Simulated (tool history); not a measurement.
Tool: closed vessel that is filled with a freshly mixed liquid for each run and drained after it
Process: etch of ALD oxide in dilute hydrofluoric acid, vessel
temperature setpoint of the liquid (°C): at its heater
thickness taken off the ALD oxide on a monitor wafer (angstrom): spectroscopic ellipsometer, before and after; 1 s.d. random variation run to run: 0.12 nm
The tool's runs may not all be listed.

| run | hour | temperature setpoint of the liquid (°C) | parts of water to one part of 49 % hydrofluoric acid (parts by volume) | time in the liquid (s) | thickness taken off the ALD oxide on a monitor wafer (angstrom) |
|---|---|---|---|---|---|
| 1 | 0.0 | 21.0 | 135 | 85 | 110.83 |
| 2 | 3.7 | 18.5 | 135 | 85 | 101.04 |
| 3 | 11.7 | 20.0 | 130 | 85 | 111.74 |
| 4 | 17.3 | 20.0 | 95 | 85 | 160.48 |
| 5 | 18.3 | 20.5 | 95 | 85 | 161.83 |
| 6 | 24.3 | 20.5 | 140 | 85 | 105.21 |
| 7 | 33.2 | 22.0 | 135 | 85 | 114.68 |
| 8 | 38.8 | 23.0 | 130 | 85 | 125.30 |
| 9 | 45.5 | 24.0 | 125 | 85 | 136.59 |

The next listed run, before its measurement:
| 10 | 47.1 | 25.0 | 120 | 85 | ? |

thickness taken off the ALD oxide on a monitor wafer (angstrom): 148.42
